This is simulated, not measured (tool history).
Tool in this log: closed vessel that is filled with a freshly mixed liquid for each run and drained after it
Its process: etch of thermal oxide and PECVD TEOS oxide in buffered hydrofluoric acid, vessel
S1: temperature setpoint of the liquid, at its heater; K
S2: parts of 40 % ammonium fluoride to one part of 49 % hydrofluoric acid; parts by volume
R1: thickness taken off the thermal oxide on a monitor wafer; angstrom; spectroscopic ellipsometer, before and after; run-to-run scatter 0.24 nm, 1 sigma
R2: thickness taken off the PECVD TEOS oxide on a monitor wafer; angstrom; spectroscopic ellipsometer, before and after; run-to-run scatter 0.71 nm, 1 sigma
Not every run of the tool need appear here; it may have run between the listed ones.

Run 1, day 0.000: S1 298.15 K, S2 20.0 parts by volume, time in the liquid (s) 60. Result: R1 347.51 angstrom, R2 1102.00 angstrom.
Run 2, day 0.183: S1 299.65 K, S2 20.0 parts by volume, time in the liquid (s) 60. Result: R1 375.71 angstrom, R2 1187.20 angstrom.
Run 3, day 0.450: S1 298.15 K, S2 20.0 parts by volume, time in the liquid (s) 60. Result: R1 344.04 angstrom, R2 1072.60 angstrom.
Run 4, day 0.538: S1 299.65 K, S2 20.0 parts by volume, time in the liquid (s) 60. Result: R1 380.51 angstrom, R2 1183.60 angstrom.
Run 5, day 0.588: S1 299.15 K, S2 20.0 parts by volume, time in the liquid (s) 60. Result: R1 365.96 angstrom, R2 1148.90 angstrom.
Run 6, day 0.908: S1 297.15 K, S2 20.0 parts by volume, time in the liquid (s) 60. Result: R1 335.15 angstrom, R2 1027.90 angstrom.
Run 7, day 1.138: S1 297.15 K, S2 20.5 parts by volume, time in the liquid (s) 60. Result: R1 330.06 angstrom, R2 1023.90 angstrom.

Forecast run 8:
Run 8, day 1.288: S1 296.65 K, S2 20.5 parts by volume, time in the liquid (s) 60. Result: R1 ?, R2 ?.

{"run 8": {"R1": 313.34, "R2": 979.82}}
